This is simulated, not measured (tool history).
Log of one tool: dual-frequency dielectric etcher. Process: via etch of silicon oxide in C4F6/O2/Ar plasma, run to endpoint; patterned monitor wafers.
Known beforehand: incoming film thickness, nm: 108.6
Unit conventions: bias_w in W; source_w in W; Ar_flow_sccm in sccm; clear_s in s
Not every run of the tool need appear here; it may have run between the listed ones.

{"run": 1, "hour": 0.0, "bias_w": 320, "source_w": 380, "Ar_flow_sccm": 312, "clear_s": 32.103}
{"run": 2, "hour": 6.1, "bias_w": 343, "source_w": 390, "Ar_flow_sccm": 309, "clear_s": 31.015}
{"run": 3, "hour": 11.9, "bias_w": 362, "source_w": 400, "Ar_flow_sccm": 307, "clear_s": 30.386}
{"run": 4, "hour": 20.2, "bias_w": 362, "source_w": 400, "Ar_flow_sccm": 278, "clear_s": 29.579}
{"run": 5, "hour": 25.0, "bias_w": 376, "source_w": 410, "Ar_flow_sccm": 277, "clear_s": 28.775}
{"run": 6, "hour": 30.7, "bias_w": 388, "source_w": 410, "Ar_flow_sccm": 277, "clear_s": 28.453}
{"run": 7, "hour": 38.7, "bias_w": 398, "source_w": 410, "Ar_flow_sccm": 277, "clear_s": 28.03}
{"run": 8, "hour": 43.1, "bias_w": 405, "source_w": 410, "Ar_flow_sccm": 277, "clear_s": 28.223}

Predict the results of run 9:
{"run": 9, "hour": 47.6, "bias_w": 411, "source_w": 420, "Ar_flow_sccm": 276, "clear_s": "?"}

{"run 9": {"clear_s": 27.683}}
